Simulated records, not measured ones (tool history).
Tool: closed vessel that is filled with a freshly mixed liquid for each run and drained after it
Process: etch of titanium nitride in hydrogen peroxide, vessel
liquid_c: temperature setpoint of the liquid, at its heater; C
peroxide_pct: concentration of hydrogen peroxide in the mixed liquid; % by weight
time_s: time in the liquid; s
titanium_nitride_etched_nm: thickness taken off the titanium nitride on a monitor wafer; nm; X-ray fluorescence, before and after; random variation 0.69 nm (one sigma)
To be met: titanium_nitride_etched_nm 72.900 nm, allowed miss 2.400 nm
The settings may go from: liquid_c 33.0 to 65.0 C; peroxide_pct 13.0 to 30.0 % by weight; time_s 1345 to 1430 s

run,hour,liquid_c,peroxide_pct,time_s,titanium_nitride_etched_nm
1,0.0,49.0,24.0,1345,35.695
2,5.5,51.0,24.0,1345,41.369
3,13.4,51.0,24.0,1345,40.277
4,18.2,56.0,24.0,1345,58.041
5,19.3,51.5,24.0,1345,42.431
6,26.5,53.0,24.0,1345,47.460
7,33.6,54.0,24.0,1345,50.968
8,36.6,55.0,24.0,1345,55.222
9,40.3,55.5,24.0,1345,56.518
10,42.5,56.0,24.0,1345,58.191
11,48.4,56.5,24.0,1345,61.147
12,57.6,57.0,24.0,1345,62.745
13,62.2,57.5,24.0,1345,64.339
14,68.0,58.0,24.0,1345,67.345

5 next moves are on the table. One of them brings every result within its allowed miss. Which?
A,73.8,57.5,26.5,1365,?
B,73.8,58.0,25.0,1345,?
C,73.8,58.5,16.5,1430,?
D,73.8,58.0,27.0,1420,?
E,73.8,58.0,26.0,1345,?

move,titanium_nitride_etched_nm
A,67.292
B,67.760
C,68.197
D,72.754
E,68.343
A: as far off as the last run
B: nearer than the last run, and not there yet
C: nearer than the last run, and not there yet
D: meets every target
E: nearer than the last run, and not there yet
Move D is the one to make.
